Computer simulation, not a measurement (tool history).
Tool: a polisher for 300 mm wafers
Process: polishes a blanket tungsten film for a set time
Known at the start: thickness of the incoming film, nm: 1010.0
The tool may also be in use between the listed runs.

run,hour,flow of slurry (ml/min),pressure of the wafer on the pad (kPa),speed of the pad under the wafer (m/s),abrasive content of the slurry,polishing time (s),film removed (angstrom)
1,0,125,27.6,0.84,1,28,1292.9
2,7.8,125,26.2,0.84,1,28,1226
3,8.8,125,26.2,0.84,0.85,28,1194.1
4,16.7,125,24.8,0.84,0.85,28,1151.6
5,25.2,125,24.8,0.84,1,28,1176.4
# hour 31: slurry blender recalibrated
6,31,125,23.4,0.84,1,28,1166.5
7,34.4,125,22.1,0.84,1,28,1088.7
8,40.4,125,20.7,0.84,1,28,1037.9
9,48.8,125,20,0.84,1,28,1004

Run 10 comes next. What will it give?
10,49.6,125,19.3,0.84,1,28,?

film removed (angstrom): 969.11
